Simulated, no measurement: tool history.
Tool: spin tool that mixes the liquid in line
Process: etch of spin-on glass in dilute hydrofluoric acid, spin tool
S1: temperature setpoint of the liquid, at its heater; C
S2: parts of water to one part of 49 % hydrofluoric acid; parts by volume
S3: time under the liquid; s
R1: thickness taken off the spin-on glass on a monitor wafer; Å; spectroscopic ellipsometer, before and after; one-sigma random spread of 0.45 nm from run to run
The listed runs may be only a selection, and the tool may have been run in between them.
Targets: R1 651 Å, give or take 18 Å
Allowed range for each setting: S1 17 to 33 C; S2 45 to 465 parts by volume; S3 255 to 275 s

| run | hour | S1 | S2 | S3 | R1 |
|---|---|---|---|---|---|
| 1 | 0 | 25 | 255 | 255 | 263.76 |
| 2 | 6.7 | 25 | 290 | 255 | 226.35 |
| 3 | 15.4 | 25 | 290 | 255 | 224.94 |
| 4 | 19.8 | 25 | 205 | 255 | 350.72 |
| 5 | 24.6 | 25 | 250 | 255 | 271.08 |
| 6 | 29.9 | 25 | 250 | 275 | 293.31 |
| 7 | 36.9 | 27 | 220 | 275 | 373.39 |
| 8 | 38.9 | 28.5 | 195 | 275 | 452.76 |
| 9 | 46.1 | 29.5 | 180 | 275 | 521.46 |
| 10 | 50.5 | 30.5 | 175 | 275 | 558.3 |
| 11 | 58 | 31 | 170 | 275 | 587.01 |
| 12 | 60.7 | 31.5 | 170 | 275 | 590.11 |
| 13 | 68.9 | 31.5 | 170 | 275 | 595.8 |
| 14 | 77.3 | 31.5 | 170 | 275 | 601.17 |
| 15 | 84.9 | 32 | 170 | 275 | 605.63 |
| 16 | 87.1 | 32.5 | 170 | 275 | 613.57 |

Which single option among these 4 for the next run brings every result within its allowed miss of target? Just one does.
| A | 89.3 | 33 | 150 | 265 | ? |
| B | 89.3 | 33 | 165 | 260 | ? |
| C | 89.3 | 33 | 175 | 275 | ? |
| D | 89.3 | 33 | 165 | 275 | ? |

| move | R1 |
|---|---|
| A | 707.24 |
| B | 617.85 |
| C | 607.82 |
| D | 653.49 |
A: carries the result that was furthest off beyond its target, to the other side
B: nearer than the last run, and not there yet
C: moves away from the targets compared with the last run
D: hits every target within its allowed miss
D meets every target.
